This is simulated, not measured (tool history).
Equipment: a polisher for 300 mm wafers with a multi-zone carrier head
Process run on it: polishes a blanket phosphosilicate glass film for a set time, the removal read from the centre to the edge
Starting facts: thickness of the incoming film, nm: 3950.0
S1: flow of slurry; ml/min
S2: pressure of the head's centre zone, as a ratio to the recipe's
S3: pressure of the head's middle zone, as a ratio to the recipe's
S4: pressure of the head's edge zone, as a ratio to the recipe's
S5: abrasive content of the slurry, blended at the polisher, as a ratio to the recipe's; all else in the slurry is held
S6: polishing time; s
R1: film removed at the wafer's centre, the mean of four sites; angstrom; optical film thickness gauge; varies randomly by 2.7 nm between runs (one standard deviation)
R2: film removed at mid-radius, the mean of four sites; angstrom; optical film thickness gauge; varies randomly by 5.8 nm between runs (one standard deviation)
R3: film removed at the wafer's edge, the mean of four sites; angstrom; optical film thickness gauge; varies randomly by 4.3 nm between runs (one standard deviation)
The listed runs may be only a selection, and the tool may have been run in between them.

run 1 hour=0.0 | S1=280 S2=1.00 S3=1.00 S4=1.00 S5=1.00 S6=61 | R1=6439.5 R2=6451.9 R3=6570.0
run 2 hour=4.9 | S1=280 S2=1.00 S3=1.00 S4=1.00 S5=1.00 S6=75 | R1=7940.1 R2=8063.7 R3=7996.6
run 3 hour=6.0 | S1=310 S2=1.00 S3=1.00 S4=1.00 S5=1.00 S6=75 | R1=8081.4 R2=8025.7 R3=8156.9
run 4 hour=13.7 | S1=310 S2=1.00 S3=1.00 S4=1.00 S5=1.00 S6=62 | R1=6745.7 R2=6767.8 R3=6727.8
run 5 hour=16.4 | S1=310 S2=0.95 S3=1.00 S4=1.00 S5=1.00 S6=62 | R1=6300.7 R2=6612.6 R3=6778.2
run 6 hour=21.8 | S1=310 S2=0.95 S3=1.00 S4=1.06 S5=1.00 S6=62 | R1=6414.3 R2=6759.4 R3=6998.7
run 7 hour=28.6 | S1=315 S2=0.97 S3=0.98 S4=1.00 S5=0.85 S6=58 | R1=5608.6 R2=5828.0 R3=5839.2
run 8 hour=36.9 | S1=315 S2=0.99 S3=0.93 S4=0.96 S5=0.75 S6=57 | R1=5226.8 R2=5192.6 R3=5255.0
run 9 hour=44.9 | S1=305 S2=1.00 S3=0.90 S4=0.92 S5=0.70 S6=57 | R1=5142.4 R2=4754.7 R3=5062.3
run 10 hour=49.3 | S1=305 S2=1.00 S3=0.90 S4=0.92 S5=0.70 S6=57 | R1=5111.8 R2=4643.3 R3=5036.4
run 11 hour=49.8 | S1=315 S2=1.01 S3=0.91 S4=0.89 S5=0.65 S6=56 | R1=4883.3 R2=4471.6 R3=4783.2
run 12 hour=53.9 | S1=320 S2=1.03 S3=0.94 S4=0.87 S5=0.60 S6=55 | R1=4715.0 R2=4354.4 R3=4418.1
run 13 hour=59.5 | S1=320 S2=1.03 S3=0.94 S4=0.87 S5=0.60 S6=55 | R1=4705.9 R2=4467.6 R3=4368.2
run 14 hour=64.6 | S1=250 S2=1.02 S3=0.87 S4=0.81 S5=0.55 S6=55 | R1=4267.3 R2=3662.1 R3=3988.0

Run 15 is up next; what results do you expect?
run 15 hour=66.3 | S1=265 S2=1.02 S3=0.89 S4=0.81 S5=0.55 S6=55 | R1=? R2=? R3=?

R1: 4305.7 angstrom
R2: 3924.5 angstrom
R3: 3963.6 angstrom
